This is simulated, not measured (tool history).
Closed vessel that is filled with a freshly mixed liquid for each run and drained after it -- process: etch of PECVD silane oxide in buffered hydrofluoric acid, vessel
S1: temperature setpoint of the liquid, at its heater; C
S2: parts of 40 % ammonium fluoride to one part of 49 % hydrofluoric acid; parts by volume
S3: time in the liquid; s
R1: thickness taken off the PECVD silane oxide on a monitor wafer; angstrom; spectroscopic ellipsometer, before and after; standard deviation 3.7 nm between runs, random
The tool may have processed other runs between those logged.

run	hour	S1	S2	S3	R1
1	0	22	16	90	2594
2	8	22.5	16	90	2675.6
3	11.2	23	16	90	2799.4
4	17.4	23	16	90	2773.1
# hour 23.4: hydrofluoric acid flow meter replaced
5	23.4	23.5	16	90	2613.2
6	24.9	20	16	90	2130.5
7	30.3	21	16	90	2254.9
8	36.9	21.5	16	90	2337.9
9	39.6	22	16	90	2362.9

The next listed run, before its measurement:
10	46.2	26	13.5	90	?

R1: 3450.2 angstrom

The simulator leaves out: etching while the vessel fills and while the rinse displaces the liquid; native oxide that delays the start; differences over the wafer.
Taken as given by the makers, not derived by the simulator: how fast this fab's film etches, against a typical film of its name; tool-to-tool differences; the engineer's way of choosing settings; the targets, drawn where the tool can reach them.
